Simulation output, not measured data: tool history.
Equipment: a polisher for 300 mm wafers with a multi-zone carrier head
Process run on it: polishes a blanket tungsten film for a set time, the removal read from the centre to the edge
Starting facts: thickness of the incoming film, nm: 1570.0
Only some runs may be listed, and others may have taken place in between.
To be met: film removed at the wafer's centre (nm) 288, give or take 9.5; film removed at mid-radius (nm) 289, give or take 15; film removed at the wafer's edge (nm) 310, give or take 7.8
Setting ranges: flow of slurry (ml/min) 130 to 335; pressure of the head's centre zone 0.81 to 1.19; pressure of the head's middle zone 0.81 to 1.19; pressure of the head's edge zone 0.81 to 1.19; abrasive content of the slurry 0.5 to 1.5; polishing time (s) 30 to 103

| run | hour | flow of slurry (ml/min) | pressure of the head's centre zone | pressure of the head's middle zone | pressure of the head's edge zone | abrasive content of the slurry | polishing time (s) | film removed at the wafer's centre (nm) | film removed at mid-radius (nm) | film removed at the wafer's edge (nm) |
|---|---|---|---|---|---|---|---|---|---|---|
| 1 | 0 | 215 | 1 | 1 | 1 | 1 | 66 | 243.37 | 258.73 | 263.01 |
| 2 | 3 | 215 | 1.04 | 1 | 1 | 1 | 66 | 252.48 | 265.53 | 264.23 |
| 3 | 11.4 | 225 | 1.05 | 1 | 1.04 | 1.05 | 66 | 260.12 | 271.58 | 271.3 |
| 4 | 17.4 | 225 | 0.99 | 1 | 1.04 | 1.05 | 66 | 245.38 | 267.16 | 271.16 |
| 5 | 20.5 | 225 | 0.99 | 1 | 1.04 | 1.15 | 66 | 247.9 | 274.95 | 274.68 |
| 6 | 28.1 | 230 | 1.01 | 0.98 | 1.07 | 1.2 | 66 | 259.06 | 280.14 | 286.04 |
| 7 | 31.9 | 240 | 1.02 | 0.97 | 1.09 | 1.2 | 66 | 260.67 | 268.63 | 287.19 |
| 8 | 36.3 | 245 | 1.03 | 0.97 | 1.1 | 1.25 | 66 | 268.61 | 278.48 | 294.44 |

Exactly one of the 5 candidate moves below puts every result within its allowed miss. Which one?
| A | 40.7 | 290 | 1.07 | 1.06 | 1.03 | 1.05 | 68 | ? | ? | ? |
| B | 40.7 | 265 | 1.11 | 0.95 | 1.07 | 1.4 | 63 | ? | ? | ? |
| C | 40.7 | 245 | 1.05 | 0.96 | 1.11 | 1.15 | 71 | ? | ? | ? |
| D | 40.7 | 235 | 1.18 | 0.97 | 0.99 | 1.15 | 64 | ? | ? | ? |
| E | 40.7 | 275 | 1.19 | 0.95 | 1 | 1.15 | 65 | ? | ? | ? |

| move | film removed at the wafer's centre (nm) | film removed at mid-radius (nm) | film removed at the wafer's edge (nm) |
|---|---|---|---|
| A | 281.6 | 301.85 | 283.51 |
| B | 288.09 | 272.26 | 286.24 |
| C | 289.62 | 292.33 | 310.9 |
| D | 292.43 | 264.48 | 263.95 |
| E | 304.73 | 268.23 | 272.64 |
A: gets the furthest-off result to its target, but another result is out of tolerance
B: gets the furthest-off result to its target, but another result is out of tolerance
C: all results in spec
D: gets the furthest-off result to its target, but another result is out of tolerance
E: the result that was furthest off in the last run now lies on the other side of its target
Answer: C
